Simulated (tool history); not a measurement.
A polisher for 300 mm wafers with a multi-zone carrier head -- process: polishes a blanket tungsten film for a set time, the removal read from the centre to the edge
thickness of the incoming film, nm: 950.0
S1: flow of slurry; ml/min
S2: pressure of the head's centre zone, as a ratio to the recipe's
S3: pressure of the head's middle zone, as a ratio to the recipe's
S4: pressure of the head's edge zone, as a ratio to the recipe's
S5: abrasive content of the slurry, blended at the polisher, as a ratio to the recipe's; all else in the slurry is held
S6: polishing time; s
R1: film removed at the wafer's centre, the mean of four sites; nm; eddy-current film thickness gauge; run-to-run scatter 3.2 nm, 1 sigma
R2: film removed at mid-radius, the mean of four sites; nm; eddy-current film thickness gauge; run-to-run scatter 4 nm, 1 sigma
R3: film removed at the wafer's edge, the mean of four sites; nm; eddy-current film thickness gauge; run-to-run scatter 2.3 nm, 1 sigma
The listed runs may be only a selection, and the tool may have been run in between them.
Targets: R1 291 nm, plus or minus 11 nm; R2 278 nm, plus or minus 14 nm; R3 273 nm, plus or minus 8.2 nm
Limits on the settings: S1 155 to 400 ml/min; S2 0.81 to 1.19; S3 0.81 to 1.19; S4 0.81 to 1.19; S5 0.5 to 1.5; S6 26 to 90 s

run 1 hour=0 | S1=255 S2=1 S3=1 S4=1 S5=1 S6=58 | R1=195.83 R2=210.55 R3=211.05
run 2 hour=0.6 | S1=265 S2=1.04 S3=1.02 S4=1.02 S5=1.1 S6=59 | R1=214.08 R2=230.44 R3=224.59
run 3 hour=8.6 | S1=265 S2=1.04 S3=1.02 S4=1.02 S5=1 S6=59 | R1=206.4 R2=220.32 R3=219.29
run 4 hour=12.3 | S1=265 S2=1.07 S3=1.02 S4=1.02 S5=1 S6=59 | R1=217.33 R2=220.94 R3=219.16
run 5 hour=19.4 | S1=270 S2=1.1 S3=1.02 S4=1.04 S5=1.1 S6=60 | R1=229.45 R2=235.72 R3=231.15
run 6 hour=23.2 | S1=280 S2=1.12 S3=1.01 S4=1.04 S5=1.2 S6=61 | R1=238.21 R2=227.47 R3=237.19
run 7 hour=28.6 | S1=280 S2=1.14 S3=1.03 S4=1.04 S5=1.25 S6=62 | R1=250.57 R2=244.58 R3=240.45
run 8 hour=31.9 | S1=285 S2=1.15 S3=1.03 S4=1.05 S5=1.3 S6=63 | R1=258.8 R2=252.07 R3=248.31
run 9 hour=39.3 | S1=290 S2=1.16 S3=1.03 S4=1.06 S5=1.35 S6=64 | R1=270.34 R2=258.27 R3=260.12
run 10 hour=41.9 | S1=295 S2=1.17 S3=1.04 S4=1.06 S5=1.4 S6=64 | R1=270.74 R2=265.2 R3=257.68
run 11 hour=49.1 | S1=295 S2=1.17 S3=1.04 S4=1.06 S5=1.4 S6=65 | R1=275.85 R2=264.73 R3=263.71

Below are 5 possible settings for the next run. Only one of them brings all results inside the allowed miss of their targets. Which is it?
run A hour=56.3 | S1=250 S2=1.07 S3=0.91 S4=1.06 S5=1.4 S6=69 | R1=? R2=? R3=?
run B hour=56.3 | S1=295 S2=1.08 S3=0.95 S4=1.1 S5=1.45 S6=65 | R1=? R2=? R3=?
run C hour=56.3 | S1=300 S2=1.12 S3=1.12 S4=1.04 S5=1.25 S6=64 | R1=? R2=? R3=?
run D hour=56.3 | S1=295 S2=1.17 S3=1.05 S4=1.04 S5=1.35 S6=68 | R1=? R2=? R3=?
run E hour=56.3 | S1=235 S2=1.13 S3=1.07 S4=1.09 S5=1.35 S6=67 | R1=? R2=? R3=?

move=A R1=268.12 R2=246.7 R3=272.65
move=B R1=262.06 R2=247.02 R3=266.99
move=C R1=261.39 R2=272.65 R3=248.58
move=D R1=293.63 R2=277.42 R3=267.69
move=E R1=271.23 R2=270.5 R3=264.54
A: its largest miss is bigger than the last run's
B: its largest miss is bigger than the last run's
C: its largest miss is bigger than the last run's
D: meets every target
E: its largest miss is bigger than the last run's
The move that meets every target is D.

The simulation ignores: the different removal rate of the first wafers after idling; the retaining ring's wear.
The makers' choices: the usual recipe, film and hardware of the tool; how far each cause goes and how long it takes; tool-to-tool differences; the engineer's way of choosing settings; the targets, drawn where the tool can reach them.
